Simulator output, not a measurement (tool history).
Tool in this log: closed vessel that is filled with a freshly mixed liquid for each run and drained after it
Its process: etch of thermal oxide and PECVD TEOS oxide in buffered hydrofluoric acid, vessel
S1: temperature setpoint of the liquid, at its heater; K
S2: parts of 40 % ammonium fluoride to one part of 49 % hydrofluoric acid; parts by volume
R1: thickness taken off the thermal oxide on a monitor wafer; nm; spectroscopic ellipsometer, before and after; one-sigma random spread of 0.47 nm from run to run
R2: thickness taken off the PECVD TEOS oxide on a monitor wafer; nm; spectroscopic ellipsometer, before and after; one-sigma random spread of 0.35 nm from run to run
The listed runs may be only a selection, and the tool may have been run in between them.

Run 1, hour 0: S1 295.15 K, S2 14 parts by volume, time in the liquid (s) 70. Result: R1 56.37 nm, R2 77.521 nm.
Run 2, hour 2.6: S1 295.65 K, S2 14 parts by volume, time in the liquid (s) 70. Result: R1 58.5 nm, R2 78.914 nm.
Run 3, hour 8.9: S1 292.15 K, S2 14 parts by volume, time in the liquid (s) 70. Result: R1 47.845 nm, R2 65.455 nm.
Run 4, hour 17: S1 293.65 K, S2 14 parts by volume, time in the liquid (s) 70. Result: R1 51.247 nm, R2 71.017 nm.
Run 5, hour 22.5: S1 290.65 K, S2 14 parts by volume, time in the liquid (s) 70. Result: R1 44.117 nm, R2 59.874 nm.
Run 6, hour 23.5: S1 292.65 K, S2 14 parts by volume, time in the liquid (s) 70. Result: R1 49.16 nm, R2 67.364 nm.

Expected results for the next run?
Run 7, hour 27: S1 294.15 K, S2 14 parts by volume, time in the liquid (s) 70. Result: R1 ?, R2 ?.

{"run 7": {"R1": 53.903, "R2": 72.804}}
